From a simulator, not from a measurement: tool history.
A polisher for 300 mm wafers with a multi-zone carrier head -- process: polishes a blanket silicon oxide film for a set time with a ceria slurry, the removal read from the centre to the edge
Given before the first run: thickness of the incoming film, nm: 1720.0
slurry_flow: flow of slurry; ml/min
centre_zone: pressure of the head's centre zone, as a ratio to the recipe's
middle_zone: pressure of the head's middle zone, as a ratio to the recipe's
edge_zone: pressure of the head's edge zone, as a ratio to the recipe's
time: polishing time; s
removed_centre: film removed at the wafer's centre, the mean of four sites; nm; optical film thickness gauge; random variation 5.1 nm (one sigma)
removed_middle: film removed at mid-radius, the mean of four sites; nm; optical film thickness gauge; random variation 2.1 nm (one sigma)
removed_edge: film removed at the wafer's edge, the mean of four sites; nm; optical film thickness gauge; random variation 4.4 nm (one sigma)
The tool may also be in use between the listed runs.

{"run": 1, "hour": 0.0, "slurry_flow": 235, "centre_zone": 1, "middle_zone": 1, "edge_zone": 1, "time": 59, "removed_centre": 388.68, "removed_middle": 395.18, "removed_edge": 412.88}
{"run": 2, "hour": 1.6, "slurry_flow": 235, "centre_zone": 1.01, "middle_zone": 0.99, "edge_zone": 0.98, "time": 58, "removed_centre": 382.4, "removed_middle": 386.25, "removed_edge": 406.37}
{"run": 3, "hour": 2.2, "slurry_flow": 235, "centre_zone": 1.01, "middle_zone": 0.99, "edge_zone": 0.98, "time": 67, "removed_centre": 450.51, "removed_middle": 443.58, "removed_edge": 463.83}
{"run": 4, "hour": 3.1, "slurry_flow": 235, "centre_zone": 1.02, "middle_zone": 0.98, "edge_zone": 0.96, "time": 65, "removed_centre": 423.85, "removed_middle": 429.19, "removed_edge": 440.75}
{"hour": 3.7, "done": "slurry nozzle cleaned"}
{"run": 5, "hour": 3.7, "slurry_flow": 235, "centre_zone": 1.04, "middle_zone": 0.96, "edge_zone": 0.95, "time": 64, "removed_centre": 466.03, "removed_middle": 436.7, "removed_edge": 448.29}
{"run": 6, "hour": 5.0, "slurry_flow": 190, "centre_zone": 1.04, "middle_zone": 0.96, "edge_zone": 0.95, "time": 64, "removed_centre": 464.86, "removed_middle": 426.28, "removed_edge": 436.92}

What will run 7 give?
{"run": 7, "hour": 8.2, "slurry_flow": 185, "centre_zone": 1.03, "middle_zone": 0.95, "edge_zone": 0.94, "time": 62, "removed_centre": "?", "removed_middle": "?", "removed_edge": "?"}

Run 7 produced removed_centre 429.76 nm, removed_middle 401.37 nm, removed_edge 426.55 nm.

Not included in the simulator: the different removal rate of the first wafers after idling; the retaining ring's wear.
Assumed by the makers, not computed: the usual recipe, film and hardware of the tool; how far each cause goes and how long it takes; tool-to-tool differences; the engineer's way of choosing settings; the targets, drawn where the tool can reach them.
